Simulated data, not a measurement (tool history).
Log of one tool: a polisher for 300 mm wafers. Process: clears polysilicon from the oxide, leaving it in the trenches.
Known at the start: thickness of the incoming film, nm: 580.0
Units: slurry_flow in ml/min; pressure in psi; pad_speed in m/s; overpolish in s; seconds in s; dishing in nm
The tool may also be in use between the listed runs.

run  hour  slurry_flow  pressure  pad_speed  overpolish  seconds  dishing
  1     0          245         2       0.76           9   82.453    40.59
  2   1.5          245       2.3       0.76           9   72.699    43.76
  3   4.8          245       2.3       0.74           7   74.361   36.515
  4   5.7          265       2.3       0.74           7   75.486   37.031
  5  11.4          235       2.3       0.72           6   77.164   32.026
  6  16.5          235       2.3        0.8           6   69.824   35.326
     17.7  -- worn pad replaced by a new one
  7  17.7          210       2.3       0.78           5   70.699   28.962

Forecast run 8:
  8  23.6          210       2.3       0.78           5        ?        ?

seconds: 71.697 s
dishing: 30.447 nm
